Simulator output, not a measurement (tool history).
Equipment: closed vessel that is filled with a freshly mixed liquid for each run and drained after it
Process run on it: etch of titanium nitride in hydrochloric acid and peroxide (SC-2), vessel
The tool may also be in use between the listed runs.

run    day  temperature setpoint of the liquid (°C)  parts of water to one part each of 37 % hydrochloric acid and 30 % peroxide (parts by volume)  time in the liquid (s)  thickness taken off the titanium nitride on a monitor wafer (angstrom)
  1  0.000                                     49.0                                                                                           10.5                     335                                                                  145.54
  2  0.154                                     49.0                                                                                           10.5                     250                                                                  108.57
  3  0.488                                     50.5                                                                                           10.5                     250                                                                  120.13
  4  0.808                                     52.5                                                                                           10.5                     250                                                                  137.12
  5  1.138                                     53.5                                                                                           10.5                     250                                                                  147.30
  6  1.296                                     54.5                                                                                           10.5                     250                                                                  156.35
  7  1.512                                     55.0                                                                                           10.5                     250                                                                  162.68
  8  1.775                                     55.5                                                                                           10.5                     250                                                                  166.99
  9  1.846                                     56.0                                                                                           10.5                     250                                                                  171.21
 10  1.912                                     56.5                                                                                           10.5                     250                                                                  177.13

Predict the results of run 11:
 11  2.021                                     57.0                                                                                           10.5                     250                                                                       ?

{"run 11": {"thickness taken off the titanium nitride on a monitor wafer (angstrom)": 183.72}}
